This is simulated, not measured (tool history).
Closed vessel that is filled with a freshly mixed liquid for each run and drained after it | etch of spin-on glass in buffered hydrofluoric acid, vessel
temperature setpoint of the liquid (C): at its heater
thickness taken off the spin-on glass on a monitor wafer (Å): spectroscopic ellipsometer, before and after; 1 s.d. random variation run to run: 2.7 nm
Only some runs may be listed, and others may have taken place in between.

run  hour  temperature setpoint of the liquid (C)  parts of 40 % ammonium fluoride to one part of 49 % hydrofluoric acid (parts by volume)  time in the liquid (s)  thickness taken off the spin-on glass on a monitor wafer (Å)
  1     0                                      24                                                                                       11                      95                                                        1953.2
  2   6.1                                      24                                                                                       11                     105                                                        2188.8
  3  11.8                                      25                                                                                       11                     105                                                        2293.1
  4    17                                      25                                                                                       11                      95                                                        2084.9
  5  23.1                                      26                                                                                     10.5                      95                                                        2292.9
  6  30.3                                      26                                                                                      8.5                      95                                                          2724

Run 7 has not been measured yet. What should we expect?
  7  32.4                                      27                                                                                      8.5                      95                                                             ?

Run 7 gave thickness taken off the spin-on glass on a monitor wafer (Å) 2872.7.
